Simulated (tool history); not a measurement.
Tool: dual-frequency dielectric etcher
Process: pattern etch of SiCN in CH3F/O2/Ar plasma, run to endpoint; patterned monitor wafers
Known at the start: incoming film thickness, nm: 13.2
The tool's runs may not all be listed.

run,hour,source power (kW),bias power (kW),endpoint time (s)
1,0,0.44,0.074,35.683
2,5.2,0.44,0.079,34.274
3,12.8,0.37,0.079,36.236
4,15.8,0.39,0.08,35.561
5,23,0.39,0.073,36.968
6,26.2,0.41,0.074,36.215
# hour 33.4: source power generator calibrated
7,33.4,0.43,0.075,36.101

The next listed run, before its measurement:
8,41.5,0.44,0.077,?

Run 8 gave endpoint time (s) 35.013.
